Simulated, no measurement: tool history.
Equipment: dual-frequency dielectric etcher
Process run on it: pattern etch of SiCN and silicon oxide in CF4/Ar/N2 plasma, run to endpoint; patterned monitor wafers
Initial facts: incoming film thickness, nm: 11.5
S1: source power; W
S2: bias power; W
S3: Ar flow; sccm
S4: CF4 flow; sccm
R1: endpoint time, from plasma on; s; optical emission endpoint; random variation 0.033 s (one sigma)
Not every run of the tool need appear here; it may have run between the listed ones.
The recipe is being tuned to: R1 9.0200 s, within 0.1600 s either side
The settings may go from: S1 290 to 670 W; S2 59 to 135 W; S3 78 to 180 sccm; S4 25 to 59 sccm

run	hour	S1	S2	S3	S4	R1
1	0.0	480	97	129	42	12.4530
2	4.4	550	97	129	42	11.2490
3	8.8	560	98	129	42	11.1340
4	10.9	570	100	128	42	10.8440
5	15.3	490	100	128	42	12.0730
6	20.5	490	100	128	49	11.8910
7	22.9	590	102	128	49	10.2260
8	28.9	670	105	127	49	9.2486
9	36.6	670	106	127	49	9.2128

Below are 4 possible settings for the next run. Only one of them brings all results inside the allowed miss of their targets. Which is it?
A	44.3	660	116	149	48	?
B	44.3	630	109	125	48	?
C	44.3	640	111	113	52	?
D	44.3	650	105	122	45	?

move	R1
A	9.2850
B	9.4964
C	9.0141
D	9.4472
A: misses by more than the last run did
B: misses by more than the last run did
C: hits every target within its allowed miss
D: misses by more than the last run did
Correct choice: C, which meets every target

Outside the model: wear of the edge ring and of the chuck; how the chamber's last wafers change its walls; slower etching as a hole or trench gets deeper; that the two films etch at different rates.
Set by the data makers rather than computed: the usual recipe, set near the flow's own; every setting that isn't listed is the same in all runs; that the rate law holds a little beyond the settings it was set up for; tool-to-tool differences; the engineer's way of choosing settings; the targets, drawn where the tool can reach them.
